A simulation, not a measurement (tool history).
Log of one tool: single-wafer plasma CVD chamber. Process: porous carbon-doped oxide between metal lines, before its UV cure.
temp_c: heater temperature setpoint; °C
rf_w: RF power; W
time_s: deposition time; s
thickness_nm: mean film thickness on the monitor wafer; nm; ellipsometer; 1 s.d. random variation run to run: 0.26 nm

run	hour	temp_c	rf_w	time_s	thickness_nm
1	0.0	285	500	23.5	131.18
2	6.6	285	500	23.5	130.74
3	15.0	285	500	23.5	130.55
4	16.0	288	490	23.4	124.57
5	22.7	291	485	23.4	121.68
6	25.5	291	485	23.5	122.10

What will run 7 give?
7	32.9	293	480	23.5	?

thickness_nm: 120.37 nm
